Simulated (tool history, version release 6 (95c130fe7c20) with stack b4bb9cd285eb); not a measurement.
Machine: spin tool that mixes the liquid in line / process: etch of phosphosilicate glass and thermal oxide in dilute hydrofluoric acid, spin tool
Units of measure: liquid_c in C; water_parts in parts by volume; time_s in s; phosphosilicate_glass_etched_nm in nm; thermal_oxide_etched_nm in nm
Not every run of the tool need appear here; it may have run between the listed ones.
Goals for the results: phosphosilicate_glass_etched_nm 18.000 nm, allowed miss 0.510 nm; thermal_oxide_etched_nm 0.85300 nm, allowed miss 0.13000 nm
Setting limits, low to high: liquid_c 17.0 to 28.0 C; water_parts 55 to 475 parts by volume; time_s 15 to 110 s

run	day	liquid_c	water_parts	time_s	phosphosilicate_glass_etched_nm	thermal_oxide_etched_nm
1	0.000	20.0	265	55	14.736	0.68834
2	0.117	20.0	265	80	21.817	1.00060
3	0.429	19.0	270	80	20.335	0.96431
4	0.612	19.0	330	80	15.482	0.78825
5	0.971	20.0	330	80	16.598	0.69869
6	1.150	19.5	320	80	16.433	0.75653
7	1.408	19.5	315	80	16.840	0.79887
8	1.471	19.5	310	80	17.133	0.79035

Next run, 5 choices. One meets every target within its allowed miss, the rest don't. Which?
A	1.533	25.0	345	85	?	?
B	1.533	18.0	315	90	?	?
C	1.533	19.5	345	85	?	?
D	1.533	21.5	335	80	?	?
E	1.533	20.5	325	80	?	?

move	phosphosilicate_glass_etched_nm	thermal_oxide_etched_nm
A	19.195	0.91029
B	17.968	0.85211
C	15.925	0.75523
D	16.699	0.79194
E	16.778	0.79567
A: pushes the last run's worst result past its target
B: each result inside its tolerance
C: moves away from the targets compared with the last run
D: moves away from the targets compared with the last run
E: moves away from the targets compared with the last run
Correct choice: B, which meets every target
